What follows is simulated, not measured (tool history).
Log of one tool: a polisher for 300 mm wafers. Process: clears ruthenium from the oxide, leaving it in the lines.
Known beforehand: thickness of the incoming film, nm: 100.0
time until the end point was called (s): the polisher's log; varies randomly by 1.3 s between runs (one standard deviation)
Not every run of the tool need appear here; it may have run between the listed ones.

run	hour	flow of slurry (ml/min)	pressure of the wafer on the pad (kPa)	speed of the pad under the wafer (m/s)	overpolish time after the end point (s)	time until the end point was called (s)
1	0	205	15.2	0.76	13	114.71
2	6.4	205	16.5	0.76	13	103.77
3	15.3	205	16.5	0.68	13	114.21
4	17.3	170	16.5	0.68	13	117.54
5	20.9	170	17.9	0.68	13	106.72
6	21.9	195	17.9	0.68	13	105.5

Run 7, settings as shown, results not yet in. Your forecast:
7	27.5	195	19.3	0.68	13	?

time until the end point was called (s): 102.74

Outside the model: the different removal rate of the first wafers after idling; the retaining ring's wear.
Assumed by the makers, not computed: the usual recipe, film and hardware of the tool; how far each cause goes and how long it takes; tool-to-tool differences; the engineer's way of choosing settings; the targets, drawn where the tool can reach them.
